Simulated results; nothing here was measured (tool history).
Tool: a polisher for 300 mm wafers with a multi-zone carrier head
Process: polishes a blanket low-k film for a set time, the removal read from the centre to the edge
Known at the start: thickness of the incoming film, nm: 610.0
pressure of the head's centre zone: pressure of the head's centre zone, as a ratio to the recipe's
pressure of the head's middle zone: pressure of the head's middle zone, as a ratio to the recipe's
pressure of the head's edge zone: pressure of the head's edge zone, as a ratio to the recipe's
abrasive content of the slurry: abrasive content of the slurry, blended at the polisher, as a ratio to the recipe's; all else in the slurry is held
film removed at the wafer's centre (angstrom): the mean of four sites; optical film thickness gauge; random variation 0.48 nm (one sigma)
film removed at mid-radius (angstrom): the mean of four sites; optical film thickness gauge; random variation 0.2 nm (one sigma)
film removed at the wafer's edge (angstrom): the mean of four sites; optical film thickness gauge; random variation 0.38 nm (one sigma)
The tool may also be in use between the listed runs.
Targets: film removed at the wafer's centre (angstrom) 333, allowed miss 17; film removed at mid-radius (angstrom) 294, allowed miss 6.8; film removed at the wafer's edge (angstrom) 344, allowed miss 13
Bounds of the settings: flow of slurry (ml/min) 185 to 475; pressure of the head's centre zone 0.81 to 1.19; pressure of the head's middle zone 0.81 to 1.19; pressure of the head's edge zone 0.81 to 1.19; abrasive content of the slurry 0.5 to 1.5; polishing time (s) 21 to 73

| run | hour | flow of slurry (ml/min) | pressure of the head's centre zone | pressure of the head's middle zone | pressure of the head's edge zone | abrasive content of the slurry | polishing time (s) | film removed at the wafer's centre (angstrom) | film removed at mid-radius (angstrom) | film removed at the wafer's edge (angstrom) |
|---|---|---|---|---|---|---|---|---|---|---|
| 1 | 0 | 305 | 1 | 1 | 1 | 1 | 47 | 235.06 | 230.94 | 237.02 |
| 2 | 2.9 | 305 | 1 | 1 | 1.06 | 1 | 47 | 237.96 | 231.55 | 237.69 |
| 3 | 9.2 | 305 | 1 | 0.92 | 1.06 | 1 | 47 | 235.09 | 220.34 | 245.16 |
| 4 | 14.8 | 305 | 1.01 | 0.91 | 1.07 | 1.1 | 48 | 246.37 | 237.78 | 262.72 |
| 5 | 16.9 | 305 | 1.05 | 0.91 | 1.07 | 1.1 | 48 | 269.19 | 238.11 | 262.17 |
| 6 | 25.9 | 305 | 1.05 | 0.91 | 1.07 | 1.1 | 59 | 324.66 | 292.31 | 318.66 |
| 7 | 33.7 | 305 | 1.05 | 0.9 | 1.08 | 1.1 | 59 | 325.07 | 289.1 | 327.26 |
| 8 | 38.2 | 310 | 1.05 | 0.9 | 1.09 | 1.1 | 59 | 329.12 | 291.41 | 324.42 |
| 9 | 41 | 310 | 1.05 | 0.89 | 1.1 | 1.1 | 59 | 321.87 | 287.25 | 325.47 |

4 next moves are on the table. One of them brings every result within its allowed miss. Which?
| A | 43.8 | 310 | 0.93 | 0.9 | 1.19 | 1.15 | 59 | ? | ? | ? |
| B | 43.8 | 410 | 1.05 | 0.88 | 1.15 | 1.25 | 56 | ? | ? | ? |
| C | 43.8 | 360 | 1.01 | 0.92 | 1.07 | 1.5 | 54 | ? | ? | ? |
| D | 43.8 | 365 | 1.04 | 1.01 | 1.05 | 1.1 | 54 | ? | ? | ? |

| move | film removed at the wafer's centre (angstrom) | film removed at mid-radius (angstrom) | film removed at the wafer's edge (angstrom) |
|---|---|---|---|
| A | 293.74 | 294.14 | 351.12 |
| B | 335.64 | 292.48 | 348.12 |
| C | 333.91 | 311.57 | 351.12 |
| D | 297.95 | 286.72 | 301.56 |
A: brings the result that was furthest off to its target, and leaves another outside
B: meets every target
C: brings the result that was furthest off to its target, and leaves another outside
D: further off than the last run
The right move is B.

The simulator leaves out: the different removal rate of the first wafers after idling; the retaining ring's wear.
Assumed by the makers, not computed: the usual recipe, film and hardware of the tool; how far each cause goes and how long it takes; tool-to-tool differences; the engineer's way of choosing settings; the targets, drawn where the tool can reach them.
